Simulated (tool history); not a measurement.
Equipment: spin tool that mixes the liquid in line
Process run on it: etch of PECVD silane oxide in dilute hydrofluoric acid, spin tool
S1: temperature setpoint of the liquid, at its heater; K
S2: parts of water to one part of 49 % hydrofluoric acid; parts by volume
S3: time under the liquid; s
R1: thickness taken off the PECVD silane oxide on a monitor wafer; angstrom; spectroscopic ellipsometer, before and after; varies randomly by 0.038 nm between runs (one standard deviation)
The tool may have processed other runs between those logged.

run	hour	S1	S2	S3	R1
1	0.0	297.15	135	15	31.421
2	2.9	298.65	135	15	33.204
3	5.7	298.65	135	15	32.988
4	11.0	296.15	135	15	30.407
# hour 14.0: hydrofluoric acid flow meter replaced
5	14.0	296.15	160	15	22.875
6	21.5	298.15	155	15	25.814
7	26.0	299.65	150	15	27.986
8	28.0	300.65	145	15	30.438

For run 9, what comes out?
9	33.8	301.65	140	15	?

Run 9 gave R1 32.801 angstrom.
